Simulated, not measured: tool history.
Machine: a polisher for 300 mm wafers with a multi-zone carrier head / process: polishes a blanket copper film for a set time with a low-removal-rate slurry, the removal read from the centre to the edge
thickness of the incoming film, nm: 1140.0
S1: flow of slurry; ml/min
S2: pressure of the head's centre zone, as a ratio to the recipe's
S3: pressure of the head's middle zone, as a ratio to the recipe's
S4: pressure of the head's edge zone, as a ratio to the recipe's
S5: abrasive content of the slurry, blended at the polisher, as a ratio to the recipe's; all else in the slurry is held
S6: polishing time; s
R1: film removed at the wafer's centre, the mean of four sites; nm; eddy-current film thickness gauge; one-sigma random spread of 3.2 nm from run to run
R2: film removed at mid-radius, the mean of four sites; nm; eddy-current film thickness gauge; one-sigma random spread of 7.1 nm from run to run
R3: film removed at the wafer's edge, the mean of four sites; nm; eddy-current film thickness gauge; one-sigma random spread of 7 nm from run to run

| run | hour | S1 | S2 | S3 | S4 | S5 | S6 | R1 | R2 | R3 |
|---|---|---|---|---|---|---|---|---|---|---|
| 1 | 0.0 | 225 | 1.00 | 1.00 | 1.00 | 1.00 | 74 | 365.83 | 379.56 | 357.45 |
| 2 | 0.6 | 225 | 1.00 | 1.00 | 1.00 | 1.10 | 74 | 378.48 | 386.63 | 375.65 |
| 3 | 8.1 | 225 | 1.00 | 1.00 | 1.00 | 1.10 | 58 | 293.05 | 305.03 | 298.78 |
| 4 | 15.9 | 225 | 1.03 | 1.00 | 1.00 | 1.10 | 58 | 300.15 | 308.85 | 291.97 |
|  | 18.6 | slurry nozzle cleaned |
| 5 | 18.6 | 240 | 1.04 | 1.04 | 1.04 | 1.25 | 64 | 356.63 | 368.05 | 345.99 |
| 6 | 22.4 | 240 | 0.96 | 1.04 | 1.04 | 1.25 | 64 | 336.76 | 373.26 | 348.77 |
| 7 | 29.7 | 275 | 1.06 | 1.11 | 1.14 | 1.50 | 80 | 483.23 | 523.69 | 492.33 |

Forecast run 8:
| 8 | 33.5 | 265 | 1.05 | 1.10 | 1.13 | 1.50 | 80 | ? | ? | ? |

{"run 8": {"R1": 476.89, "R2": 523.52, "R3": 482.01}}
